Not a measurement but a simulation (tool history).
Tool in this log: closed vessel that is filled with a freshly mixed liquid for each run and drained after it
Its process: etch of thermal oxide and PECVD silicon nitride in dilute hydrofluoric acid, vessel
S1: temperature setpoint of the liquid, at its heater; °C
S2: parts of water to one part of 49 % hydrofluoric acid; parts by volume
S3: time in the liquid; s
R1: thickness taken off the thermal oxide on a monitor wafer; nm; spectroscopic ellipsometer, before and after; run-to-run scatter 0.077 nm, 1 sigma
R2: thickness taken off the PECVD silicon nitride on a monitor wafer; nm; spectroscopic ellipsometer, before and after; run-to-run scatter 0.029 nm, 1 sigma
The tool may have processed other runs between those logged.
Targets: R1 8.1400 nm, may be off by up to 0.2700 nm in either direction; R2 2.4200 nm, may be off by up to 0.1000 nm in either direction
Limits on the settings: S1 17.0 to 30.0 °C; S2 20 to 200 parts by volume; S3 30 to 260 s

{"run": 1, "day": 0.0, "S1": 22.0, "S2": 110, "S3": 130, "R1": 4.8455, "R2": 1.7446}
{"run": 2, "day": 0.346, "S1": 25.5, "S2": 110, "S3": 130, "R1": 5.4854, "R2": 2.1845}
{"run": 3, "day": 0.592, "S1": 27.0, "S2": 110, "S3": 130, "R1": 5.8459, "R2": 2.3944}
{"run": 4, "day": 0.671, "S1": 24.5, "S2": 90, "S3": 125, "R1": 6.4952, "R2": 2.3849}
{"run": 5, "day": 1.017, "S1": 23.5, "S2": 80, "S3": 120, "R1": 6.7138, "R2": 2.4435}
{"run": 6, "day": 1.083, "S1": 21.5, "S2": 80, "S3": 120, "R1": 6.1679, "R2": 2.1665}
{"run": 7, "day": 1.196, "S1": 20.0, "S2": 65, "S3": 120, "R1": 7.2643, "R2": 2.3628}
{"run": 8, "day": 1.271, "S1": 19.5, "S2": 60, "S3": 120, "R1": 7.8252, "R2": 2.4655}
{"run": 9, "day": 1.554, "S1": 19.0, "S2": 60, "S3": 120, "R1": 7.7352, "R2": 2.4048}

Next run, 5 choices. One meets every target within its allowed miss, the rest don't. Which?
{"run": "A", "day": 1.838, "S1": 19.0, "S2": 55, "S3": 110, "R1": "?", "R2": "?"}
{"run": "B", "day": 1.838, "S1": 18.0, "S2": 45, "S3": 100, "R1": "?", "R2": "?"}
{"run": "C", "day": 1.838, "S1": 20.0, "S2": 60, "S3": 110, "R1": "?", "R2": "?"}
{"run": "D", "day": 1.838, "S1": 20.5, "S2": 75, "S3": 135, "R1": "?", "R2": "?"}
{"run": "E", "day": 1.838, "S1": 21.5, "S2": 60, "S3": 105, "R1": "?", "R2": "?"}

move=A R1=7.5339 R2=2.3965
move=B R1=8.1122 R2=2.4673
move=C R1=7.1632 R2=2.3604
move=D R1=7.0556 R2=2.4117
move=E R1=7.2814 R2=2.4981
A: misses by more than the last run did
B: every result lands within tolerance
C: misses by more than the last run did
D: misses by more than the last run did
E: misses by more than the last run did
Go with B: it meets all targets.
